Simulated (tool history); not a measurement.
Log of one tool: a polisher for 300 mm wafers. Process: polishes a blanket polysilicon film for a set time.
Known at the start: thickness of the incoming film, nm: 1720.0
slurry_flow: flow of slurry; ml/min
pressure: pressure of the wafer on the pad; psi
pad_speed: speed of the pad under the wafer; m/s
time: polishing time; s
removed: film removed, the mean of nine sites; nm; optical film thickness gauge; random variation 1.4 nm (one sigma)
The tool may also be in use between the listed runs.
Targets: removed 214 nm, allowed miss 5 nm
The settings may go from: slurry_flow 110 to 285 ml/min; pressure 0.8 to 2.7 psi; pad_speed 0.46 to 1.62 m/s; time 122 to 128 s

| run | hour | slurry_flow | pressure | pad_speed | time | removed |
|---|---|---|---|---|---|---|
| 1 | 0 | 180 | 1.7 | 1.04 | 122 | 516.91 |
| 2 | 1.6 | 175 | 1.6 | 1 | 122 | 469 |
| 3 | 4.3 | 175 | 1.9 | 1 | 122 | 562.27 |
| 4 | 7.3 | 175 | 1.9 | 1 | 122 | 557.97 |
| 5 | 13.2 | 175 | 1.9 | 0.76 | 122 | 482.23 |
| 6 | 20 | 170 | 1.7 | 0.74 | 122 | 425.33 |
| 7 | 22.3 | 165 | 1.6 | 0.7 | 122 | 388.34 |
| 8 | 30.6 | 165 | 1.5 | 0.68 | 122 | 352.92 |
| 9 | 32.2 | 160 | 1.4 | 0.66 | 122 | 327.67 |
| 10 | 34.3 | 155 | 1.3 | 0.66 | 122 | 304.77 |
| 11 | 36.7 | 150 | 1.2 | 0.66 | 122 | 282.86 |
| 12 | 41.7 | 145 | 1.1 | 0.66 | 122 | 255.76 |
| 13 | 46.8 | 140 | 1.1 | 0.66 | 122 | 252.63 |
| 14 | 47.9 | 135 | 1.1 | 0.66 | 122 | 250.4 |
| 15 | 52.7 | 130 | 1.1 | 0.66 | 122 | 246.4 |
| 16 | 61.1 | 115 | 0.8 | 0.66 | 122 | 180.28 |
| 17 | 66.6 | 120 | 0.8 | 0.66 | 122 | 180.86 |
| 18 | 68 | 130 | 0.8 | 0.66 | 122 | 185.05 |
| 19 | 76.2 | 140 | 0.8 | 0.66 | 122 | 190.22 |
| 20 | 80.2 | 150 | 0.8 | 0.66 | 122 | 191.98 |
| 21 | 87 | 160 | 0.8 | 0.66 | 122 | 192.52 |
| 22 | 94.5 | 170 | 0.8 | 0.66 | 122 | 193.27 |
| 23 | 103.5 | 210 | 1 | 0.66 | 122 | 248.53 |
| 24 | 105.3 | 210 | 1 | 0.66 | 122 | 250.19 |
| 25 | 112.1 | 200 | 1 | 0.66 | 122 | 246.71 |
| 26 | 116.8 | 190 | 1 | 0.66 | 122 | 244.61 |

4 next moves are on the table. One of them brings every result within its allowed miss. Which?
| A | 121.5 | 205 | 1.2 | 0.68 | 122 | ? |
| B | 121.5 | 180 | 0.9 | 0.94 | 126 | ? |
| C | 121.5 | 210 | 0.8 | 0.72 | 124 | ? |
| D | 121.5 | 170 | 1 | 0.56 | 122 | ? |

| move | removed |
|---|---|
| A | 297.38 |
| B | 272.45 |
| C | 212.43 |
| D | 221.56 |
A: further off than the last run
B: further off than the last run
C: meets every target
D: nearer than the last run, and not there yet
Move C is the one to make.
